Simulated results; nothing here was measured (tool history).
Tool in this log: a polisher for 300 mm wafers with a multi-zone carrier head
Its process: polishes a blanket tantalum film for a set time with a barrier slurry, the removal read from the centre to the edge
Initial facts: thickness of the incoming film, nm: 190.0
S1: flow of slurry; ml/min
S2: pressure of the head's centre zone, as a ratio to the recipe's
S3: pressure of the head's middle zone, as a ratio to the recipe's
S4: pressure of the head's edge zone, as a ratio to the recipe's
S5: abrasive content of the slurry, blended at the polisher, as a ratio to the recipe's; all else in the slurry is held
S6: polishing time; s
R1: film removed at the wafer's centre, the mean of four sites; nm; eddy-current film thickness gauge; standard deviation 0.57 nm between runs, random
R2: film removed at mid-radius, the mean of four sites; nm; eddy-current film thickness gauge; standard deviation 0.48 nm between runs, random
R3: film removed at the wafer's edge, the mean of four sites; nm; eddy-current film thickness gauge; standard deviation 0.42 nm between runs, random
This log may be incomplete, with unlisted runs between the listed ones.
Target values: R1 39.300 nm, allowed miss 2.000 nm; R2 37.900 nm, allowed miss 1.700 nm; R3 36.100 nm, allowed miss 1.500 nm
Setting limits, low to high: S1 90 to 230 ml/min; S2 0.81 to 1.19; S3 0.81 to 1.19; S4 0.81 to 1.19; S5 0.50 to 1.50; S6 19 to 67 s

{"run": 1, "hour": 0.0, "S1": 150, "S2": 1.0, "S3": 1.0, "S4": 1.0, "S5": 1.0, "S6": 43, "R1": 56.949, "R2": 56.805, "R3": 55.339}
{"run": 2, "hour": 5.9, "S1": 150, "S2": 1.0, "S3": 1.0, "S4": 0.94, "S5": 1.0, "S6": 43, "R1": 57.455, "R2": 57.19, "R3": 53.228}
{"run": 3, "hour": 9.1, "S1": 150, "S2": 1.0, "S3": 1.0, "S4": 0.94, "S5": 0.8, "S6": 43, "R1": 50.804, "R2": 50.358, "R3": 48.108}
{"run": 4, "hour": 9.7, "S1": 180, "S2": 1.0, "S3": 1.0, "S4": 0.94, "S5": 0.8, "S6": 43, "R1": 51.965, "R2": 52.496, "R3": 49.12}
{"run": 5, "hour": 16.7, "S1": 180, "S2": 1.0, "S3": 0.99, "S4": 0.92, "S5": 0.75, "S6": 42, "R1": 49.713, "R2": 49.043, "R3": 45.151}
{"run": 6, "hour": 23.9, "S1": 180, "S2": 0.99, "S3": 0.97, "S4": 0.91, "S5": 0.7, "S6": 42, "R1": 46.295, "R2": 45.785, "R3": 43.85}
{"run": 7, "hour": 24.9, "S1": 155, "S2": 1.03, "S3": 0.96, "S4": 0.81, "S5": 0.5, "S6": 39, "R1": 28.105, "R2": 27.003, "R3": 24.905}
{"run": 8, "hour": 31.8, "S1": 195, "S2": 0.98, "S3": 0.94, "S4": 0.9, "S5": 0.5, "S6": 39, "R1": 28.719, "R2": 26.902, "R3": 26.775}
{"run": 9, "hour": 36.3, "S1": 195, "S2": 0.99, "S3": 0.97, "S4": 0.93, "S5": 0.5, "S6": 39, "R1": 28.415, "R2": 28.686, "R3": 27.203}
{"run": 10, "hour": 42.4, "S1": 195, "S2": 0.99, "S3": 0.97, "S4": 0.93, "S5": 0.55, "S6": 39, "R1": 33.692, "R2": 33.186, "R3": 31.273}
{"run": 11, "hour": 45.8, "S1": 200, "S2": 0.99, "S3": 0.97, "S4": 0.95, "S5": 0.55, "S6": 39, "R1": 32.676, "R2": 33.105, "R3": 32.435}
{"run": 12, "hour": 52.3, "S1": 205, "S2": 1.01, "S3": 0.97, "S4": 0.95, "S5": 0.55, "S6": 39, "R1": 35.235, "R2": 33.11, "R3": 32.205}
{"run": 13, "hour": 57.4, "S1": 210, "S2": 1.01, "S3": 0.98, "S4": 0.96, "S5": 0.55, "S6": 39, "R1": 34.313, "R2": 33.658, "R3": 32.17}
{"run": 14, "hour": 61.5, "S1": 210, "S2": 1.02, "S3": 0.99, "S4": 0.97, "S5": 0.55, "S6": 39, "R1": 35.309, "R2": 33.917, "R3": 32.063}
{"run": 15, "hour": 68.5, "S1": 210, "S2": 1.02, "S3": 0.99, "S4": 0.99, "S5": 0.55, "S6": 39, "R1": 33.884, "R2": 34.325, "R3": 33.36}
{"run": 16, "hour": 69.2, "S1": 210, "S2": 1.02, "S3": 0.99, "S4": 0.99, "S5": 0.55, "S6": 39, "R1": 35.367, "R2": 33.803, "R3": 32.956}
{"run": 17, "hour": 74.4, "S1": 210, "S2": 1.03, "S3": 1.0, "S4": 1.0, "S5": 0.55, "S6": 39, "R1": 35.936, "R2": 33.861, "R3": 32.481}
{"run": 18, "hour": 80.3, "S1": 210, "S2": 1.03, "S3": 1.01, "S4": 1.01, "S5": 0.55, "S6": 39, "R1": 35.754, "R2": 34.15, "R3": 32.526}
{"run": 19, "hour": 84.6, "S1": 210, "S2": 1.03, "S3": 1.01, "S4": 1.02, "S5": 0.55, "S6": 39, "R1": 35.563, "R2": 34.888, "R3": 32.83}
{"run": 20, "hour": 89.2, "S1": 210, "S2": 1.03, "S3": 1.01, "S4": 1.03, "S5": 0.55, "S6": 39, "R1": 35.755, "R2": 34.29, "R3": 32.926}
{"run": 21, "hour": 91.7, "S1": 210, "S2": 1.03, "S3": 1.01, "S4": 1.04, "S5": 0.55, "S6": 39, "R1": 36.154, "R2": 34.201, "R3": 33.283}
{"run": 22, "hour": 98.0, "S1": 210, "S2": 1.03, "S3": 1.02, "S4": 1.05, "S5": 0.55, "S6": 39, "R1": 35.151, "R2": 34.629, "R3": 33.535}
{"run": 23, "hour": 101.9, "S1": 210, "S2": 1.04, "S3": 1.03, "S4": 1.06, "S5": 0.55, "S6": 39, "R1": 35.071, "R2": 34.21, "R3": 33.504}
{"run": 24, "hour": 106.6, "S1": 210, "S2": 1.05, "S3": 1.04, "S4": 1.06, "S5": 0.55, "S6": 39, "R1": 36.623, "R2": 34.891, "R3": 34.298}
{"run": 25, "hour": 114.8, "S1": 220, "S2": 1.07, "S3": 1.1, "S4": 1.09, "S5": 0.6, "S6": 39, "R1": 40.506, "R2": 42.109, "R3": 37.15}
{"run": 26, "hour": 121.6, "S1": 190, "S2": 1.09, "S3": 1.05, "S4": 1.09, "S5": 0.65, "S6": 39, "R1": 44.119, "R2": 41.87, "R3": 40.064}
{"run": 27, "hour": 129.1, "S1": 195, "S2": 1.08, "S3": 1.04, "S4": 1.08, "S5": 0.65, "S6": 39, "R1": 43.864, "R2": 42.169, "R3": 40.806}
{"run": 28, "hour": 131.5, "S1": 200, "S2": 1.07, "S3": 1.03, "S4": 1.07, "S5": 0.65, "S6": 39, "R1": 44.518, "R2": 41.718, "R3": 40.482}
{"run": 29, "hour": 137.1, "S1": 200, "S2": 1.06, "S3": 1.03, "S4": 1.06, "S5": 0.65, "S6": 39, "R1": 43.211, "R2": 41.777, "R3": 39.648}
{"run": 30, "hour": 143.1, "S1": 200, "S2": 1.05, "S3": 1.02, "S4": 1.05, "S5": 0.65, "S6": 39, "R1": 43.516, "R2": 40.898, "R3": 39.854}

Which of these 4 next moves meets every target?
{"run": "A", "hour": 149.1, "S1": 210, "S2": 1.02, "S3": 1.19, "S4": 1.0, "S5": 0.6, "S6": 39, "R1": "?", "R2": "?", "R3": "?"}
{"run": "B", "hour": 149.1, "S1": 175, "S2": 0.97, "S3": 0.98, "S4": 1.18, "S5": 0.65, "S6": 42, "R1": "?", "R2": "?", "R3": "?"}
{"run": "C", "hour": 149.1, "S1": 205, "S2": 1.06, "S3": 1.03, "S4": 1.05, "S5": 0.65, "S6": 35, "R1": "?", "R2": "?", "R3": "?"}
{"run": "D", "hour": 149.1, "S1": 230, "S2": 1.11, "S3": 1.14, "S4": 0.87, "S5": 0.6, "S6": 38, "R1": "?", "R2": "?", "R3": "?"}

move=A R1=38.578 R2=43.829 R3=35.341
move=B R1=41.552 R2=42.264 R3=43.574
move=C R1=38.887 R2=37.598 R3=35.119
move=D R1=41.459 R2=41.629 R3=32.935
A: brings the result that was furthest off to its target, and leaves another outside
B: its largest miss is bigger than the last run's
C: every result within its allowed miss
D: the result that was furthest off in the last run now lies on the other side of its target
Move C is the one to make.
